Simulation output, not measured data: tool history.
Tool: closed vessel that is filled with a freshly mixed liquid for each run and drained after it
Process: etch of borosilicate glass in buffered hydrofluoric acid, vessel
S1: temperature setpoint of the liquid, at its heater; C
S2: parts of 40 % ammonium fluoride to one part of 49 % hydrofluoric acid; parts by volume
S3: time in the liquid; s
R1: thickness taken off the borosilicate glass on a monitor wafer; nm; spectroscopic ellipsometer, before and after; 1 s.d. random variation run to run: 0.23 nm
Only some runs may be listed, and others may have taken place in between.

| run | hour | S1 | S2 | S3 | R1 |
|---|---|---|---|---|---|
| 1 | 0 | 24 | 16.5 | 30 | 25.965 |
| 2 | 2.3 | 26 | 16.5 | 30 | 28.867 |
| 3 | 5.8 | 26 | 19 | 30 | 25.104 |
| 4 | 13.4 | 24.5 | 19 | 30 | 22.847 |
| 5 | 17.3 | 25.5 | 19 | 30 | 24.333 |
| 6 | 25.8 | 26 | 19 | 30 | 25.221 |
| 7 | 34.2 | 26.5 | 19 | 30 | 25.543 |

What does the tool deliver on the next run?
| 8 | 35.6 | 27 | 19 | 30 | ? |

For run 8 the tool returned R1 26.211 nm.
